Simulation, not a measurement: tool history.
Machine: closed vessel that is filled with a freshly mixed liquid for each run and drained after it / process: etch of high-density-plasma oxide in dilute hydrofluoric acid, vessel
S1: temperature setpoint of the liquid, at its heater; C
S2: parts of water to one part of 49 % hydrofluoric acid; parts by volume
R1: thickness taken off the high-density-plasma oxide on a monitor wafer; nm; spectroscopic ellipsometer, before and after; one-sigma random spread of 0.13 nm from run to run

run 1 day=0.000 | S1=24.0 S2=45 time_in_the_liquid_(s)=130 | R1=16.914
run 2 day=0.138 | S1=22.5 S2=45 time_in_the_liquid_(s)=130 | R1=15.958
run 3 day=0.429 | S1=22.5 S2=45 time_in_the_liquid_(s)=140 | R1=17.183
run 4 day=0.746 | S1=22.5 S2=40 time_in_the_liquid_(s)=140 | R1=19.303
run 5 day=0.942 | S1=22.5 S2=40 time_in_the_liquid_(s)=130 | R1=18.059
run 6 day=1.100 | S1=22.5 S2=40 time_in_the_liquid_(s)=140 | R1=19.628
run 7 day=1.346 | S1=21.0 S2=40 time_in_the_liquid_(s)=140 | R1=18.338

Run 8 comes next. What will it give?
run 8 day=1.592 | S1=20.0 S2=40 time_in_the_liquid_(s)=140 | R1=?

R1: 17.718 nm

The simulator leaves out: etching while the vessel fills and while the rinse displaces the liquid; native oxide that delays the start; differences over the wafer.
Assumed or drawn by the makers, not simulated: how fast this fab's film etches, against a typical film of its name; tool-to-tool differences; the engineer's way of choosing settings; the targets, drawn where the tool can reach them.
